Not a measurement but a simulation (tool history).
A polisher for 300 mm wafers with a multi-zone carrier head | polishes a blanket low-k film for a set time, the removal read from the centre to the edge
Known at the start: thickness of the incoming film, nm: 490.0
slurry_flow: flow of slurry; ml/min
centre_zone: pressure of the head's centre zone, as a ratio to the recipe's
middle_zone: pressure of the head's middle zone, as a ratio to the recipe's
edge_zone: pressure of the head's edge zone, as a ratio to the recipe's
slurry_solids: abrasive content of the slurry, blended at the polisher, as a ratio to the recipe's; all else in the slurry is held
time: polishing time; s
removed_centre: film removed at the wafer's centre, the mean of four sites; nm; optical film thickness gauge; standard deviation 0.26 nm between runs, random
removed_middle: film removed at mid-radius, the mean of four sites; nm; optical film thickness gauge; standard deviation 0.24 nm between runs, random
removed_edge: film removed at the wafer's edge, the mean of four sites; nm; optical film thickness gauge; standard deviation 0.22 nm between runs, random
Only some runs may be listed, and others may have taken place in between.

{"run": 1, "hour": 0.0, "slurry_flow": 245, "centre_zone": 1, "middle_zone": 1, "edge_zone": 1, "slurry_solids": 1, "time": 67, "removed_centre": 21.392, "removed_middle": 21.041, "removed_edge": 20.909}
{"run": 2, "hour": 0.8, "slurry_flow": 245, "centre_zone": 1, "middle_zone": 1, "edge_zone": 0.97, "slurry_solids": 0.9, "time": 67, "removed_centre": 19.861, "removed_middle": 20.357, "removed_edge": 20.583}
{"run": 3, "hour": 7.4, "slurry_flow": 245, "centre_zone": 1, "middle_zone": 0.93, "edge_zone": 0.97, "slurry_solids": 0.9, "time": 67, "removed_centre": 20.522, "removed_middle": 19.224, "removed_edge": 19.921}
{"run": 4, "hour": 10.1, "slurry_flow": 245, "centre_zone": 1.04, "middle_zone": 0.93, "edge_zone": 0.97, "slurry_solids": 0.9, "time": 67, "removed_centre": 20.676, "removed_middle": 19.647, "removed_edge": 20.516}
{"run": 5, "hour": 13.8, "slurry_flow": 265, "centre_zone": 1.01, "middle_zone": 0.94, "edge_zone": 0.93, "slurry_solids": 0.9, "time": 64, "removed_centre": 19.148, "removed_middle": 19.168, "removed_edge": 18.58}
{"run": 6, "hour": 20.0, "slurry_flow": 265, "centre_zone": 1.01, "middle_zone": 0.94, "edge_zone": 0.88, "slurry_solids": 0.9, "time": 64, "removed_centre": 19.255, "removed_middle": 18.803, "removed_edge": 18.312}

Run 7 has not been measured yet. What should we expect?
{"run": 7, "hour": 23.2, "slurry_flow": 265, "centre_zone": 1.01, "middle_zone": 0.94, "edge_zone": 0.88, "slurry_solids": 0.9, "time": 64, "removed_centre": "?", "removed_middle": "?", "removed_edge": "?"}

{"run 7": {"removed_centre": 19.463, "removed_middle": 18.759, "removed_edge": 18.441}}

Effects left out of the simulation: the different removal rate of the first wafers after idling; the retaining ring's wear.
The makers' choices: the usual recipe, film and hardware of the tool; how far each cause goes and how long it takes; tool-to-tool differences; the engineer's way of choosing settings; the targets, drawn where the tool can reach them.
